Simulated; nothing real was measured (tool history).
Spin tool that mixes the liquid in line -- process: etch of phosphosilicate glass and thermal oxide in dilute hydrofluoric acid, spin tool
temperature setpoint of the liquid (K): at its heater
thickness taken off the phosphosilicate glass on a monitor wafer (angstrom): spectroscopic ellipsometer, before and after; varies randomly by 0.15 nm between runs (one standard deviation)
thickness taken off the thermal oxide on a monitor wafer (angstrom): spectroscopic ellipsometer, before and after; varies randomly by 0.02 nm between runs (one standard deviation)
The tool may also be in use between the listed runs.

run,hour,temperature setpoint of the liquid (K),parts of water to one part of 49 % hydrofluoric acid (parts by volume),time under the liquid (s),thickness taken off the phosphosilicate glass on a monitor wafer (angstrom),thickness taken off the thermal oxide on a monitor wafer (angstrom)
1,0.0,295.15,115,30,214.37,10.8210
2,4.6,294.15,115,30,205.79,10.8050
3,6.4,294.15,155,30,145.57,7.4752
4,7.5,294.65,155,30,147.44,8.0146
5,12.1,295.15,150,30,154.96,8.2348
6,16.8,295.15,110,30,224.47,11.7540
7,23.1,294.15,110,30,212.75,10.9800
8,31.3,293.65,110,30,208.51,10.6120
9,32.5,293.15,110,30,205.10,10.6430
10,40.3,290.15,120,30,164.24,8.3696

Run 11, settings as shown, results not yet in. Your forecast:
11,44.6,290.65,120,30,?,?

{"run 11": {"thickness taken off the phosphosilicate glass on a monitor wafer (angstrom)": 167.44, "thickness taken off the thermal oxide on a monitor wafer (angstrom)": 8.6639}}

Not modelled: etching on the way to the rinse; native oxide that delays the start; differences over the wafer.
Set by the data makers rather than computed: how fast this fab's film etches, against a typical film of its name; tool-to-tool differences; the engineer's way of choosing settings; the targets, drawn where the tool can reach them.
